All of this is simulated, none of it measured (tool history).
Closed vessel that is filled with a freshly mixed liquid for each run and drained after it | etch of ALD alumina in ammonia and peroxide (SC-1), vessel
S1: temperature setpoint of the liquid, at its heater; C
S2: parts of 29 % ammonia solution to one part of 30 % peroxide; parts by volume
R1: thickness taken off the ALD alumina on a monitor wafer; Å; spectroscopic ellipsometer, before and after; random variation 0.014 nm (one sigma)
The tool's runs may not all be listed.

Run 1, hour 0.0: S1 47.0 C, S2 0.60 parts by volume, time in the liquid (s) 150. Result: R1 51.635 Å.
Run 2, hour 0.6: S1 47.0 C, S2 0.75 parts by volume, time in the liquid (s) 150. Result: R1 52.778 Å.
Run 3, hour 2.2: S1 47.0 C, S2 0.60 parts by volume, time in the liquid (s) 150. Result: R1 51.664 Å.
Run 4, hour 9.8: S1 46.0 C, S2 0.60 parts by volume, time in the liquid (s) 150. Result: R1 48.904 Å.
At hour 17.3: thermometer replaced.
Run 5, hour 17.3: S1 46.0 C, S2 0.60 parts by volume, time in the liquid (s) 105. Result: R1 31.867 Å.
Run 6, hour 23.8: S1 47.0 C, S2 0.60 parts by volume, time in the liquid (s) 105. Result: R1 33.623 Å.
Run 7, hour 28.9: S1 48.5 C, S2 0.60 parts by volume, time in the liquid (s) 105. Result: R1 36.701 Å.
Run 8, hour 37.2: S1 50.5 C, S2 0.60 parts by volume, time in the liquid (s) 105. Result: R1 40.714 Å.

Run 9 comes next. What will it give?
Run 9, hour 41.1: S1 51.0 C, S2 0.60 parts by volume, time in the liquid (s) 105. Result: R1 ?.

R1: 42.068 Å
